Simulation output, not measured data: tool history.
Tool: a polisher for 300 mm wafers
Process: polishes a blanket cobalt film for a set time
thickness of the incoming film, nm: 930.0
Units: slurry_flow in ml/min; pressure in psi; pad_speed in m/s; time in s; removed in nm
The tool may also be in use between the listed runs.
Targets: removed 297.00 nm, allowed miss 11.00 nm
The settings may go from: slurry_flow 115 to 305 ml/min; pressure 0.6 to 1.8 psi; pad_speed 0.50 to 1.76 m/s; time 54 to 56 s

run  hour  slurry_flow  pressure  pad_speed  time  removed
  1   0.0          195       1.2       1.12    54   184.16
  2   4.8          145       1.2       1.12    54   177.47
  3   9.7          150       1.4       1.12    54   200.21
  4  16.0          150       1.4       1.12    56   208.75
  5  19.2          150       1.7       1.12    56   248.26
  6  21.8          150       1.7       1.12    54   241.07
  7  24.8          160       1.7       1.16    54   248.77
  8  32.1          165       1.7       1.20    54   257.37
  9  35.9          170       1.7       1.22    54   258.93
 10  42.8          170       1.7       1.26    54   270.38
 11  51.4          170       1.7       1.28    54   272.69

Which of these 5 next moves meets every target?
  A  60.0          130       1.7       1.24    54        ?
  B  60.0          185       1.7       1.46    54        ?
  C  60.0          200       1.5       1.20    56        ?
  D  60.0          175       1.7       1.28    55        ?
  E  60.0          130       1.7       1.66    56        ?

move  removed
   A   248.92
   B   300.44
   C   244.61
   D   275.46
   E   320.24
A: further off than the last run
B: meets every target
C: further off than the last run
D: nearer than the last run, and not there yet
E: takes the result that was furthest off past its target
Move B is the one to make.
